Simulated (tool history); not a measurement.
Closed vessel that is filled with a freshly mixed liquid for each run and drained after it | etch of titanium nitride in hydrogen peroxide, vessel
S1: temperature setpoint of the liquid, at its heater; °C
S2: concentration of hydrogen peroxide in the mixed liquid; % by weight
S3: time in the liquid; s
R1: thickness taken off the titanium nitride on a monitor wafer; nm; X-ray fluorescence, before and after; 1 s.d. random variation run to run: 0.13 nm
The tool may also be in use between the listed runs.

Run 1, day 0: S1 51 °C, S2 20 % by weight, S3 575 s. Result: R1 52.151 nm.
Run 2, day 0.208: S1 51 °C, S2 18.5 % by weight, S3 575 s. Result: R1 50.934 nm.
Run 3, day 0.292: S1 49 °C, S2 18.5 % by weight, S3 575 s. Result: R1 44.429 nm.
Run 4, day 0.358: S1 49 °C, S2 18.5 % by weight, S3 615 s. Result: R1 47.271 nm.
Run 5, day 0.629: S1 43.5 °C, S2 18.5 % by weight, S3 615 s. Result: R1 31.254 nm.
Run 6, day 0.679: S1 50 °C, S2 18.5 % by weight, S3 615 s. Result: R1 51.164 nm.

Run 7 has not been measured yet. What should we expect?
Run 7, day 0.9: S1 50 °C, S2 18.5 % by weight, S3 615 s. Result: R1 ?.

{"run 7": {"R1": 50.632}}
